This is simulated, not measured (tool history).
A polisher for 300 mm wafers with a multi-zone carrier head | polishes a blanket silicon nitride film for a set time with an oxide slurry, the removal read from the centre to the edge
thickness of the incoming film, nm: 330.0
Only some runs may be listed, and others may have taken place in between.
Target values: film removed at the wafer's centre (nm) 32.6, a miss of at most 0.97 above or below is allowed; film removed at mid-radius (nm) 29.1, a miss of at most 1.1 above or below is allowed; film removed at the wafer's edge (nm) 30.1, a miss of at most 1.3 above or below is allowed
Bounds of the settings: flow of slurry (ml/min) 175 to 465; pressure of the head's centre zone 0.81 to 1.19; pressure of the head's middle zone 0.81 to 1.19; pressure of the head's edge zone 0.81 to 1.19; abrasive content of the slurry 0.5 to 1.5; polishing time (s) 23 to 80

run,day,flow of slurry (ml/min),pressure of the head's centre zone,pressure of the head's middle zone,pressure of the head's edge zone,abrasive content of the slurry,polishing time (s),film removed at the wafer's centre (nm),film removed at mid-radius (nm),film removed at the wafer's edge (nm)
1,0,295,1,1,1,1,51,48.049,45.911,48.839
2,0.338,295,1,1.04,1,1,51,47.432,47.093,47.723
3,0.392,295,1,1.09,1,1,51,48.523,49.362,48.14
4,0.55,295,1,1.09,1.05,1,51,48.257,48.307,49.426
5,0.625,225,1,1.09,1.05,1,51,47.569,48.368,47.846
6,0.792,225,1,1.09,1.05,0.85,51,44.131,44.777,44.981
7,0.817,215,1.02,1.06,1.02,0.75,49,39.76,39.628,40.47
8,0.908,210,1.05,1.04,0.98,0.7,48,38.83,36.011,36.632
9,1.096,210,0.97,0.94,0.88,0.5,48,29.92,27.781,29.148
10,1.258,225,0.98,0.94,0.88,0.5,48,29.935,27.884,28.929
11,1.404,225,1,0.95,0.89,0.5,48,30.595,28.71,29.724
12,1.779,225,1.02,0.95,0.89,0.5,48,31.29,28.386,29.467

Which one of the following 5 next-run settings gets every result inside its allowed miss? There is exactly one.
A,2.154,245,1.03,0.94,0.86,0.55,47,?,?,?
B,2.154,210,0.91,0.97,0.96,0.5,49,?,?,?
C,2.154,200,0.97,0.97,0.87,0.5,47,?,?,?
D,2.154,220,0.98,0.91,0.9,0.5,48,?,?,?
E,2.154,220,1,0.94,0.89,0.55,44,?,?,?

move,film removed at the wafer's centre (nm),film removed at mid-radius (nm),film removed at the wafer's edge (nm)
A,32.546,29.503,30.291
B,28.429,29.344,31.07
C,28.628,28.007,28.374
D,29.79,27.571,29.656
E,29.38,27.348,28.586
A: every result within its allowed miss
B: its largest miss is bigger than the last run's
C: its largest miss is bigger than the last run's
D: its largest miss is bigger than the last run's
E: its largest miss is bigger than the last run's
A is the move that brings every result within its allowed miss.
